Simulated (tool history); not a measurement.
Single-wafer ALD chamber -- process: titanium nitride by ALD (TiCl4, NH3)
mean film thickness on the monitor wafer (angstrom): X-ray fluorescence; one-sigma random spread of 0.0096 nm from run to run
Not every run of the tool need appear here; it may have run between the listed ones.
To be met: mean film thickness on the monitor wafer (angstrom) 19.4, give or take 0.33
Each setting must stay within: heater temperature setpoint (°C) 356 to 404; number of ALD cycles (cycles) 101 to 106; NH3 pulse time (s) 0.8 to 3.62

run,hour,heater temperature setpoint (°C),number of ALD cycles (cycles),NH3 pulse time (s),mean film thickness on the monitor wafer (angstrom)
1,0,380,106,2.21,20.71
2,3.2,380,106,1.71,20.461
3,11.6,384,106,1.71,20.581
4,19.3,390,106,1.71,20.707
5,25.7,390,106,2.22,21.012
6,29.9,397,106,2.22,21.323
7,38,392,104,1.94,20.543
8,46.3,389,103,1.73,20.181
9,50.4,387,102,1.59,19.659
10,56.3,387,102,1.57,19.657

Next run, 4 choices. One meets every target within its allowed miss, the rest don't. Which?
A,62.2,388,104,1.55,?
B,62.2,385,106,1.42,?
C,62.2,387,104,1.5,?
D,62.2,372,102,1.63,?

move,mean film thickness on the monitor wafer (angstrom)
A,19.933
B,20.111
C,19.863
D,19.228
A: moves away from the targets compared with the last run
B: moves away from the targets compared with the last run
C: moves away from the targets compared with the last run
D: all results in spec
Move D is the one to make.
